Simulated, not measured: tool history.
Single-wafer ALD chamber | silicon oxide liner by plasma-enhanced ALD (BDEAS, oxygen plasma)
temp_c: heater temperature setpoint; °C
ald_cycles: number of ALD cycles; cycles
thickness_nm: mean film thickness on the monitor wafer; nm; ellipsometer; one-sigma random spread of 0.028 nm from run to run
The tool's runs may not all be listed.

| run | hour | temp_c | ald_cycles | thickness_nm |
|---|---|---|---|---|
| 1 | 0 | 310 | 62 | 5.8433 |
| 2 | 8.7 | 310 | 60 | 5.6754 |
| 3 | 10.5 | 310 | 58 | 5.5099 |
| 4 | 13.7 | 310 | 57 | 5.4031 |
| 5 | 16.6 | 310 | 63 | 5.9688 |
| 6 | 19.6 | 304 | 63 | 5.9769 |
|  | 21.2 | thermocouple changed; heater temperature recalibrated |
| 7 | 21.2 | 304 | 61 | 5.865 |
| 8 | 23.9 | 306 | 59 | 5.6421 |

For run 9, what comes out?
| 9 | 26.5 | 307 | 58 | ? |

{"run 9": {"thickness_nm": 5.5175}}

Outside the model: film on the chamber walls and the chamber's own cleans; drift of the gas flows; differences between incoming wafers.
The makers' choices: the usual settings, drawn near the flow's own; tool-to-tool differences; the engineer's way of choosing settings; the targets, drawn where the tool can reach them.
